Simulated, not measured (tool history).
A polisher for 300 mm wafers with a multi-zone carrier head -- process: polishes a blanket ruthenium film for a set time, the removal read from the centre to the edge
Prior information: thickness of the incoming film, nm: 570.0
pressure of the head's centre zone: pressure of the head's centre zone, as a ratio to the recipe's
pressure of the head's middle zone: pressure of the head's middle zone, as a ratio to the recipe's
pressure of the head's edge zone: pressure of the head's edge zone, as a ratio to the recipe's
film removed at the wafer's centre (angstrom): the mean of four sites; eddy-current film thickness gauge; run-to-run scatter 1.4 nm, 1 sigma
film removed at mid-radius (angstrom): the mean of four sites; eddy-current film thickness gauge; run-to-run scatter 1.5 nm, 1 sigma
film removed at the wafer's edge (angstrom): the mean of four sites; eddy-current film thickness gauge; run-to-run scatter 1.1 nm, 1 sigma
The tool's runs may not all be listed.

run  hour  flow of slurry (ml/min)  pressure of the head's centre zone  pressure of the head's middle zone  pressure of the head's edge zone  polishing time (s)  film removed at the wafer's centre (angstrom)  film removed at mid-radius (angstrom)  film removed at the wafer's edge (angstrom)
  1   0.0                      165                                1.00                                1.00                              1.00                  81                                         1198.5                                 1196.2                                       1143.8
  2   3.6                      170                                0.99                                1.00                              1.02                  81                                         1182.1                                 1208.1                                       1137.4
  3   9.4                      170                                0.98                                0.99                              1.03                  82                                         1176.8                                 1183.5                                       1190.2
  4  15.2                      135                                0.98                                0.99                              1.03                  82                                         1169.0                                 1153.9                                       1149.3
  5  22.1                      140                                0.98                                1.00                              1.04                  82                                         1145.3                                 1185.6                                       1178.8
  6  24.7                      160                                0.98                                1.00                              1.04                  82                                         1172.7                                 1219.5                                       1180.2

Predict the results of run 7:
  7  33.4                      165                                0.98                                1.00                              1.05                  82                                              ?                                      ?                                            ?

Logged for run 7: film removed at the wafer's centre (angstrom) 1188.2, film removed at mid-radius (angstrom) 1171.0, film removed at the wafer's edge (angstrom) 1199.9.
